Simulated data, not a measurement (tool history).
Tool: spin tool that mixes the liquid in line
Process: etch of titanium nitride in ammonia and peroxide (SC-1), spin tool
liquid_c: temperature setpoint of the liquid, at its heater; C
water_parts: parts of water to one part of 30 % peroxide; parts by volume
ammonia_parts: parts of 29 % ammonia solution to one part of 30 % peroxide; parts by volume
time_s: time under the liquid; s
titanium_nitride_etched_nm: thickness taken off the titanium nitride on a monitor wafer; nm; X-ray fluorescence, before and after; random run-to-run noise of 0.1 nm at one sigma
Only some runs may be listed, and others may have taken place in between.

Run 1, hour 0: liquid_c 52 C, water_parts 14.5 parts by volume, ammonia_parts 0.5 parts by volume, time_s 230 s. Result: titanium_nitride_etched_nm 11.612 nm.
Run 2, hour 8.4: liquid_c 52 C, water_parts 9.5 parts by volume, ammonia_parts 0.5 parts by volume, time_s 230 s. Result: titanium_nitride_etched_nm 14.533 nm.
Run 3, hour 17.3: liquid_c 52.5 C, water_parts 9.5 parts by volume, ammonia_parts 0.5 parts by volume, time_s 230 s. Result: titanium_nitride_etched_nm 15.238 nm.
Run 4, hour 19.9: liquid_c 53 C, water_parts 9.5 parts by volume, ammonia_parts 0.5 parts by volume, time_s 230 s. Result: titanium_nitride_etched_nm 15.58 nm.
Run 5, hour 24.9: liquid_c 53 C, water_parts 9.5 parts by volume, ammonia_parts 0.35 parts by volume, time_s 230 s. Result: titanium_nitride_etched_nm 14.738 nm.
Run 6, hour 26.1: liquid_c 53 C, water_parts 9.5 parts by volume, ammonia_parts 0.25 parts by volume, time_s 230 s. Result: titanium_nitride_etched_nm 13.889 nm.
Run 7, hour 29.2: liquid_c 53.5 C, water_parts 9.5 parts by volume, ammonia_parts 0.25 parts by volume, time_s 230 s. Result: titanium_nitride_etched_nm 14.161 nm.

Run 8 has not been measured yet. What should we expect?
Run 8, hour 32: liquid_c 58 C, water_parts 9.5 parts by volume, ammonia_parts 0.25 parts by volume, time_s 230 s. Result: titanium_nitride_etched_nm ?.

{"run 8": {"titanium_nitride_etched_nm": 19.115}}

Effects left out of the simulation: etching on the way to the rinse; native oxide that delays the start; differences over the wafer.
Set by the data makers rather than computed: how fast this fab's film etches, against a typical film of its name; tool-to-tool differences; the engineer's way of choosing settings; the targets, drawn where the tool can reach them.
